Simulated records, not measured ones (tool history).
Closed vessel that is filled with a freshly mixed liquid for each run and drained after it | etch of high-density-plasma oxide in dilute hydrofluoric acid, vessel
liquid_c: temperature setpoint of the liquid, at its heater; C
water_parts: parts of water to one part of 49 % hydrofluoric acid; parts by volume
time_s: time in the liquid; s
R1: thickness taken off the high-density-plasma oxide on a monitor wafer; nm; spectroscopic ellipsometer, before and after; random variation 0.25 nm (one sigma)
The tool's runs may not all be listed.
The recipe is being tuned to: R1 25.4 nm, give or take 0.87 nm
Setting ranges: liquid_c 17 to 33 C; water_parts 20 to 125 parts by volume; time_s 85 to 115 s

{"run": 1, "hour": 0.0, "liquid_c": 25, "water_parts": 70, "time_s": 115, "R1": 11.609}
{"run": 2, "hour": 4.8, "liquid_c": 26.5, "water_parts": 60, "time_s": 115, "R1": 14.534}
{"run": 3, "hour": 5.9, "liquid_c": 28, "water_parts": 55, "time_s": 115, "R1": 17.15}
{"run": 4, "hour": 12.7, "liquid_c": 29, "water_parts": 55, "time_s": 115, "R1": 17.901}
{"run": 5, "hour": 21.9, "liquid_c": 29, "water_parts": 65, "time_s": 115, "R1": 14.641}
{"run": 6, "hour": 25.8, "liquid_c": 29, "water_parts": 50, "time_s": 115, "R1": 19.648}
{"run": 7, "hour": 35.2, "liquid_c": 30, "water_parts": 50, "time_s": 115, "R1": 20.523}
{"run": 8, "hour": 36.3, "liquid_c": 30.5, "water_parts": 50, "time_s": 115, "R1": 21.035}
{"run": 9, "hour": 42.0, "liquid_c": 31, "water_parts": 50, "time_s": 115, "R1": 21.048}
{"run": 10, "hour": 45.2, "liquid_c": 31.5, "water_parts": 50, "time_s": 115, "R1": 21.483}
{"run": 11, "hour": 51.5, "liquid_c": 33, "water_parts": 40, "time_s": 115, "R1": 29.077}
{"run": 12, "hour": 60.3, "liquid_c": 32.5, "water_parts": 40, "time_s": 115, "R1": 28.555}
{"run": 13, "hour": 66.4, "liquid_c": 32, "water_parts": 40, "time_s": 115, "R1": 28.139}
{"run": 14, "hour": 71.0, "liquid_c": 31.5, "water_parts": 40, "time_s": 115, "R1": 27.417}
{"hour": 79.4, "done": "hydrofluoric acid flow meter replaced"}
{"run": 15, "hour": 79.4, "liquid_c": 31, "water_parts": 40, "time_s": 115, "R1": 23.992}

Next run, 4 choices. One meets every target within its allowed miss, the rest don't. Which?
{"run": "A", "hour": 87.8, "liquid_c": 30.5, "water_parts": 35, "time_s": 115, "R1": "?"}
{"run": "B", "hour": 87.8, "liquid_c": 32, "water_parts": 40, "time_s": 115, "R1": "?"}
{"run": "C", "hour": 87.8, "liquid_c": 33, "water_parts": 35, "time_s": 105, "R1": "?"}
{"run": "D", "hour": 87.8, "liquid_c": 32.5, "water_parts": 45, "time_s": 115, "R1": "?"}

move=A R1=27.543
move=B R1=25.359
move=C R1=27.744
move=D R1=22.795
A: pushes the last run's worst result past its target
B: all results land within tolerance of their targets
C: pushes the last run's worst result past its target
D: misses by more than the last run did
Correct choice: B, which meets every target
